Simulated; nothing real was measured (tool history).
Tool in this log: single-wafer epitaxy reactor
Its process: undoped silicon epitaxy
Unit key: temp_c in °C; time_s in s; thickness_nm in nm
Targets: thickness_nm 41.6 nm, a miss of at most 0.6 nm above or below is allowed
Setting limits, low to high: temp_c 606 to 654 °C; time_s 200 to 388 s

run,hour,temp_c,time_s,thickness_nm
1,0,630,294,29.483
2,8.8,630,272,27.251
3,15,630,314,31.457
4,19.7,640,314,40.727
5,20.2,647,314,48.432
6,22.7,646,314,47.038
7,30.6,645,314,45.892
8,32.5,644,314,45.05

Next run, 5 choices. One meets every target within its allowed miss, the rest don't. Which?
A,34.4,636,354,?
B,34.4,643,279,?
C,34.4,649,307,?
D,34.4,650,294,?
E,34.4,643,291,?

move,thickness_nm
A,41.14
B,38.717
C,49.477
D,48.568
E,40.382
A: every result lands within tolerance
B: carries the result that was furthest off beyond its target, to the other side
C: misses by more than the last run did
D: misses by more than the last run did
E: carries the result that was furthest off beyond its target, to the other side
A meets every target.

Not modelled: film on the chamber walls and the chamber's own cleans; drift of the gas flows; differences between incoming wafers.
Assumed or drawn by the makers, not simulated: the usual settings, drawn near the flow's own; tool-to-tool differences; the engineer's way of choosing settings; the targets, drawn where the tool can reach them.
